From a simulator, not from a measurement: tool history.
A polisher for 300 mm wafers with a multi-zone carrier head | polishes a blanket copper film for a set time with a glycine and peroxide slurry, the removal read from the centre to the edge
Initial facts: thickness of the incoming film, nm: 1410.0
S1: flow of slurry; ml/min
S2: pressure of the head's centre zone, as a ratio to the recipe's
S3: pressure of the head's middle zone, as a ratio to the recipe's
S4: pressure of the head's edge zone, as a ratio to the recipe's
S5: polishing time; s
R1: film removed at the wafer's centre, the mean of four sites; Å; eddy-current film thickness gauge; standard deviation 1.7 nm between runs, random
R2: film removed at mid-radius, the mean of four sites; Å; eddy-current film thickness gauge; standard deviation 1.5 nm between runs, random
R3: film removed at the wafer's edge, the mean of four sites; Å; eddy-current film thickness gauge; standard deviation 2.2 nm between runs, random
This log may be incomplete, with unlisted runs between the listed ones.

run,hour,S1,S2,S3,S4,S5,R1,R2,R3
1,0,290,1,1,1,62,2493.6,2561.9,2526.7
2,3.6,285,1.01,0.97,0.98,59,2366.4,2332.6,2374.5
3,8.1,285,1.08,0.97,0.98,59,2534.7,2356.2,2326.3
4,12.9,285,1.08,0.97,1.04,59,2554.6,2338.7,2460
5,21.9,285,1.08,0.93,1.04,59,2510.5,2254.3,2404.3
6,27.1,285,1.08,0.93,1.08,59,2520.1,2310.4,2484.2
7,29.5,275,1.08,0.91,1.05,57,2423.2,2184.1,2329.8
8,34.9,285,1.09,0.89,1.05,55,2380.9,2048,2232.1
9,38.8,290,1.09,0.88,1.04,54,2345.7,2008.5,2231.4

What will run 10 give?
10,43.2,230,1.13,0.84,0.94,45,?,?,?

R1: 1970.6 Å
R2: 1580.4 Å
R3: 1698.5 Å

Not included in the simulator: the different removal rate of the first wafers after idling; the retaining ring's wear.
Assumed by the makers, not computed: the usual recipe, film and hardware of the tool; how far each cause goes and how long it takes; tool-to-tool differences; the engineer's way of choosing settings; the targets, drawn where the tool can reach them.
